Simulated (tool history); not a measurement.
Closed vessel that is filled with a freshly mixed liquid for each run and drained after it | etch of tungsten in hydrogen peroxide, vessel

run	hour	temperature setpoint of the liquid (K)	concentration of hydrogen peroxide in the mixed liquid (% by weight)	time in the liquid (s)	thickness taken off the tungsten on a monitor wafer (Å)
1	0.0	321.15	17.5	30	589.73
2	4.4	321.15	15.5	30	549.91
3	5.7	326.15	15.5	30	747.41
4	11.4	322.65	15.5	30	610.00
5	16.4	322.65	14.0	30	577.38
6	23.5	320.15	14.0	30	490.94

What will run 7 give?
7	29.8	318.65	14.0	30	?

{"run 7": {"thickness taken off the tungsten on a monitor wafer (Å)": 447.8}}
